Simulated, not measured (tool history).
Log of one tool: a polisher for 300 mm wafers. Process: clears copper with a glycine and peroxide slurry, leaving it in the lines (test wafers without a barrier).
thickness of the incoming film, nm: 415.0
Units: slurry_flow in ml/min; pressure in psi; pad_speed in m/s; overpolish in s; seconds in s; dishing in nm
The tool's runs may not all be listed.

Run 1, day 0: slurry_flow 145 ml/min, pressure 2.5 psi, pad_speed 1.02 m/s, overpolish 12 s. Result: seconds 64.26 s, dishing 45.67 nm.
Run 2, day 0.071: slurry_flow 145 ml/min, pressure 2.8 psi, pad_speed 1.08 m/s, overpolish 13 s. Result: seconds 56.261 s, dishing 58.093 nm.
Run 3, day 0.321: slurry_flow 150 ml/min, pressure 3.1 psi, pad_speed 1.12 m/s, overpolish 13 s. Result: seconds 49.17 s, dishing 62.883 nm.
Run 4, day 0.367: slurry_flow 150 ml/min, pressure 3.3 psi, pad_speed 1.16 m/s, overpolish 14 s. Result: seconds 46.406 s, dishing 71.785 nm.
Run 5, day 0.608: slurry_flow 150 ml/min, pressure 3.3 psi, pad_speed 0.9 m/s, overpolish 14 s. Result: seconds 55.645 s, dishing 60.783 nm.
Run 6, day 0.771: slurry_flow 150 ml/min, pressure 3.3 psi, pad_speed 0.9 m/s, overpolish 18 s. Result: seconds 55.194 s, dishing 74.983 nm.

Forecast run 7:
Run 7, day 0.917: slurry_flow 155 ml/min, pressure 3.5 psi, pad_speed 1 m/s, overpolish 17 s. Result: seconds ?, dishing ?.

Run 7 gave seconds 48.49 s, dishing 79.486 nm.
